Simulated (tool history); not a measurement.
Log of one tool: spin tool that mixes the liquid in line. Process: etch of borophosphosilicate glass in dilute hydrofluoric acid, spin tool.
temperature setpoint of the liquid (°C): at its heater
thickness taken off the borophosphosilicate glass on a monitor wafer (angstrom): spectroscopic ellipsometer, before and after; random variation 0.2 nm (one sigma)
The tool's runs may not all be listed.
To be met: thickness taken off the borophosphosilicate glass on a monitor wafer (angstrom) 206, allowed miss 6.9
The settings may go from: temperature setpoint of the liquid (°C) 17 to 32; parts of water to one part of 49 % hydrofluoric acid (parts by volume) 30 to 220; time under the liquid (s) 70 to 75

run,hour,temperature setpoint of the liquid (°C),parts of water to one part of 49 % hydrofluoric acid (parts by volume),time under the liquid (s),thickness taken off the borophosphosilicate glass on a monitor wafer (angstrom)
1,0,24,125,70,317.94
2,0.8,22.5,130,70,285.64
3,2.2,21.5,135,70,263.44
4,9.9,21.5,120,70,302.05
5,16.5,20.5,125,70,280.4
6,19.3,20.5,125,75,296.83
7,27.4,20,130,75,277.47
8,31.6,19.5,135,75,261.96
9,33.5,19,140,75,244.81
10,41.3,18.5,140,75,240.03
11,47.9,18,140,75,236.84
12,50.7,17.5,145,75,224.65

5 next moves are on the table. One of them brings every result within its allowed miss. Which?
A,53.5,17,135,70,?
B,53.5,17,145,75,?
C,53.5,18.5,150,70,?
D,53.5,23,170,75,?
E,53.5,17.5,155,70,?

move,thickness taken off the borophosphosilicate glass on a monitor wafer (angstrom)
A,220.59
B,217.89
C,207.95
D,229.71
E,192.29
A: nearer than the last run, and not there yet
B: nearer than the last run, and not there yet
C: meets every target
D: further off than the last run
E: takes the result that was furthest off past its target
The right move is C.
